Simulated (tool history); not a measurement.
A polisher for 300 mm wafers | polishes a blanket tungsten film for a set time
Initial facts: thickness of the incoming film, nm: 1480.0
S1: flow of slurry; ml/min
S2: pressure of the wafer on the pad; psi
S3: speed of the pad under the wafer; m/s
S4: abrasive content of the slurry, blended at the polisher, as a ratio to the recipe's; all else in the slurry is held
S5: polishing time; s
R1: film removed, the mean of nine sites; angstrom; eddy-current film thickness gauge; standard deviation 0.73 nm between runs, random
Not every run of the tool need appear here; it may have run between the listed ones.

run    day   S1   S2    S3   S4  S5      R1
  1      0  200  4.2  1.38    1  37  2374.8
  2  0.096  200  4.2  1.38    1  37  2354.8
  3  0.304  195    4  1.36    1  37  2225.4
  4  0.346  170    4  1.36    1  37  2197.3
  5  0.396  200    4  1.36    1  37  2236.6
  6  0.517  200    4  1.36  0.9  37  2143.2
  7  0.762  200  3.8  1.36  0.9  37  2064.9
  8  1.017  200  3.6  1.34  0.9  37  1939.1
  9  1.117  200  3.4  1.32  0.9  37  1819.5
 10  1.283  200  3.2  1.32  0.9  37  1697.2

Run 11 is up next; what results do you expect?
 11  1.638  200  3.1  1.32  0.9  37   ?

Run 11 gave R1 1650.9 angstrom.
